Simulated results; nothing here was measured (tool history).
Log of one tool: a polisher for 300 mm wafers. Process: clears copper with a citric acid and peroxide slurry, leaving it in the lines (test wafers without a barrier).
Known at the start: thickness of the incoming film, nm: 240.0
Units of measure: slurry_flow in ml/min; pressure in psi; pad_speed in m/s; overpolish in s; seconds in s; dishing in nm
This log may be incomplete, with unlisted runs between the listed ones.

| run | hour | slurry_flow | pressure | pad_speed | slurry_solids | overpolish | seconds | dishing |
|---|---|---|---|---|---|---|---|---|
| 1 | 0.0 | 305 | 3.0 | 1.32 | 1.0 | 8 | 57.805 | 22.760 |
| 2 | 5.4 | 305 | 3.0 | 1.32 | 1.1 | 8 | 56.041 | 23.649 |
| 3 | 7.2 | 305 | 2.9 | 1.32 | 1.1 | 8 | 59.271 | 22.467 |
| 4 | 11.6 | 305 | 2.8 | 1.32 | 1.1 | 8 | 61.175 | 22.155 |
| 5 | 19.5 | 305 | 2.7 | 1.32 | 1.1 | 8 | 61.729 | 21.336 |
| 6 | 21.6 | 305 | 2.7 | 1.50 | 1.1 | 8 | 56.327 | 23.706 |
| 7 | 26.0 | 305 | 2.6 | 1.50 | 1.1 | 8 | 57.706 | 22.943 |

Predict the results of run 8:
| 8 | 28.5 | 305 | 2.5 | 1.50 | 1.1 | 8 | ? | ? |

Run 8 measured seconds 58.808 s, dishing 22.030 nm.

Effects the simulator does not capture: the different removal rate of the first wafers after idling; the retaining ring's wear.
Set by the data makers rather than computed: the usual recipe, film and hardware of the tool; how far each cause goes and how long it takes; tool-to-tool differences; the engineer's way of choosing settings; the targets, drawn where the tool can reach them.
